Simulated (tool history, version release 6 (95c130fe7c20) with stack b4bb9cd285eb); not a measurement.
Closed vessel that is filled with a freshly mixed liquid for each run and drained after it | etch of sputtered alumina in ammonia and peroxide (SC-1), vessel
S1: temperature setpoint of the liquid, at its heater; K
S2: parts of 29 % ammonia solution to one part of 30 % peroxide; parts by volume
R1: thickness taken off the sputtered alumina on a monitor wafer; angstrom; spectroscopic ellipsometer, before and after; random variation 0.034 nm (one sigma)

run 1 hour=0.0 | S1=321.15 S2=0.55 time_in_the_liquid_(s)=30 | R1=27.046
run 2 hour=1.5 | S1=314.65 S2=0.55 time_in_the_liquid_(s)=30 | R1=18.363
run 3 hour=9.0 | S1=318.15 S2=0.55 time_in_the_liquid_(s)=30 | R1=22.478
run 4 hour=13.1 | S1=320.65 S2=0.55 time_in_the_liquid_(s)=30 | R1=26.570
run 5 hour=17.9 | S1=322.15 S2=0.55 time_in_the_liquid_(s)=30 | R1=28.354
run 6 hour=24.7 | S1=323.65 S2=0.55 time_in_the_liquid_(s)=30 | R1=30.129

Forecast run 7:
run 7 hour=30.4 | S1=324.65 S2=0.55 time_in_the_liquid_(s)=30 | R1=?

{"run 7": {"R1": 32.64}}

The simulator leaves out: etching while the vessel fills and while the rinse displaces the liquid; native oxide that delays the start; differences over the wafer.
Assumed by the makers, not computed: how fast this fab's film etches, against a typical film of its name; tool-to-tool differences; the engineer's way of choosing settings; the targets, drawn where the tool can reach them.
